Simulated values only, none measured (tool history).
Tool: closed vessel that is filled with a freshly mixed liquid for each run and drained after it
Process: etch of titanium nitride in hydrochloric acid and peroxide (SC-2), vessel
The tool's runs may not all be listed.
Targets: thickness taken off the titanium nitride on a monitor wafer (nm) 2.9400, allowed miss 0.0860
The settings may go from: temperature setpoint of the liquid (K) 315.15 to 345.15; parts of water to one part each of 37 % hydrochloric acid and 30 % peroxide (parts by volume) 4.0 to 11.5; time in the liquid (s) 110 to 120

run,hour,temperature setpoint of the liquid (K),parts of water to one part each of 37 % hydrochloric acid and 30 % peroxide (parts by volume),time in the liquid (s),thickness taken off the titanium nitride on a monitor wafer (nm)
1,0.0,331.15,6.5,110,7.2756
2,1.1,331.15,5.0,110,8.7768
3,7.2,329.65,5.0,110,8.0975
4,16.1,329.65,4.0,110,9.3568
5,19.2,328.15,4.0,110,8.4671
6,23.4,328.15,4.0,110,8.4067
7,28.7,326.65,4.0,110,7.7164
8,31.3,326.65,4.0,110,7.7674
9,36.1,325.65,4.0,110,7.1489
10,41.0,324.65,4.0,110,6.7238
11,45.4,323.65,4.0,110,6.4091
12,52.5,323.65,4.0,110,6.2906
13,59.8,322.65,4.0,110,5.9824
14,64.4,321.65,4.0,110,5.6012
15,65.8,315.15,6.5,110,2.4987
16,70.0,315.65,6.5,110,2.5987
17,70.9,316.65,6.5,110,2.7900

Which of these 5 next moves meets every target?
A,71.8,316.65,7.0,115,?
B,71.8,316.65,7.5,120,?
C,71.8,317.15,7.0,110,?
D,71.8,316.65,6.5,115,?
E,71.8,315.15,6.5,120,?

move,thickness taken off the titanium nitride on a monitor wafer (nm)
A,2.7754
B,2.7436
C,2.7483
D,2.9386
E,2.7617
A: further off than the last run
B: further off than the last run
C: further off than the last run
D: meets every target
E: further off than the last run
Answer: D
